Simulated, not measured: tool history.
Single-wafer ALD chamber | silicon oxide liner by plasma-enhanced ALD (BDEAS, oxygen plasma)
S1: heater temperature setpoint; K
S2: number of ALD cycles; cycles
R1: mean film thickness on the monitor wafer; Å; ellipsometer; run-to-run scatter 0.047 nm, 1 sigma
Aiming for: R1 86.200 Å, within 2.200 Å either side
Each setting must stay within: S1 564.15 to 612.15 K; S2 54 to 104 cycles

run	hour	S1	S2	R1
1	0.0	588.15	79	73.005
2	6.3	588.15	73	66.804
3	12.3	580.15	73	68.905
4	18.8	580.15	80	74.794
5	24.5	580.15	72	67.156
6	29.5	580.15	67	63.340
7	31.2	579.15	70	65.983
8	39.0	579.15	72	67.764
9	43.3	579.15	74	69.534
10	44.4	579.15	76	71.468
# hour 45.4: thermocouple changed; heater temperature recalibrated
11	45.4	579.15	78	72.355
12	53.7	579.15	80	74.490
13	60.9	579.15	81	75.114

Exactly one of the 5 candidate moves below puts every result within its allowed miss. Which one?
A	68.1	584.15	70	?
B	68.1	584.15	93	?
C	68.1	595.15	68	?
D	68.1	574.15	76	?
E	68.1	587.15	77	?

move	R1
A	65.068
B	86.448
C	62.085
D	71.943
E	71.228
A: misses by more than the last run did
B: hits every target within its allowed miss
C: misses by more than the last run did
D: misses by more than the last run did
E: misses by more than the last run did
Move B is the one to make.
